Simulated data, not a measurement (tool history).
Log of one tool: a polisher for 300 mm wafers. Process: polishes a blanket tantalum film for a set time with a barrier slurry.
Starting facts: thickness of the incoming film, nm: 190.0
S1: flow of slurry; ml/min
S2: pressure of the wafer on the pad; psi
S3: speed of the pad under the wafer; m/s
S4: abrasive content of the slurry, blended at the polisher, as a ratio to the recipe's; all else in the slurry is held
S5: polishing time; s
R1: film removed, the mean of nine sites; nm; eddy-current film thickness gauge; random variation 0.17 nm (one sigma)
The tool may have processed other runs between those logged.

| run | hour | S1 | S2 | S3 | S4 | S5 | R1 |
|---|---|---|---|---|---|---|---|
| 1 | 0 | 240 | 2.2 | 0.78 | 1 | 32 | 53.862 |
| 2 | 5.1 | 235 | 1.9 | 0.74 | 1 | 32 | 44.83 |
| 3 | 7.9 | 235 | 1.9 | 0.9 | 1 | 32 | 54.289 |
| 4 | 16.5 | 215 | 1.9 | 0.9 | 1 | 32 | 53.966 |
| 5 | 17.7 | 215 | 1.9 | 0.9 | 0.85 | 32 | 50.716 |
| 6 | 25.6 | 215 | 1.9 | 0.8 | 0.85 | 32 | 45.084 |
| 7 | 32.7 | 210 | 1.7 | 0.76 | 0.85 | 32 | 38.419 |
| 8 | 34 | 205 | 1.5 | 0.74 | 0.85 | 32 | 32.985 |
| 9 | 42.2 | 200 | 1.4 | 0.74 | 0.85 | 32 | 31.298 |

Run 10 comes next. What will it give?
| 10 | 47.8 | 195 | 1.3 | 0.74 | 0.85 | 32 | ? |

R1: 28.845 nm
